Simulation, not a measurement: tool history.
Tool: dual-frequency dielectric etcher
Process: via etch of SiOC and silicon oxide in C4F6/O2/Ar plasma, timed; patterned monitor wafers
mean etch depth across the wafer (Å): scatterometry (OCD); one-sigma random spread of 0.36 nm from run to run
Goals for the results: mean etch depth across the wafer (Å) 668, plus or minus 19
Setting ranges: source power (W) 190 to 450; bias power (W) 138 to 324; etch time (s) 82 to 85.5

run	hour	source power (W)	bias power (W)	etch time (s)	mean etch depth across the wafer (Å)
1	0	320	231	82	892.54
2	7.7	320	231	85.5	920.66
3	14.6	290	206	84.5	839.1
4	18.2	270	191	84	799.12
5	19.3	240	191	84	774.73
6	23.2	240	225	84	839.66
7	29.9	200	179	82	702.21
8	32.1	200	174	82	689.41

Pick the move, out of 4, that brings all results within their allowed miss; only one does.
A	34.3	190	153	82	?
B	34.3	190	151	85.5	?
C	34.3	190	149	83.5	?
D	34.3	190	138	82	?

move	mean etch depth across the wafer (Å)
A	638.04
B	660.85
C	641.04
D	605.16
A: takes the result that was furthest off past its target
B: each result inside its tolerance
C: takes the result that was furthest off past its target
D: takes the result that was furthest off past its target
The move that meets every target is B.
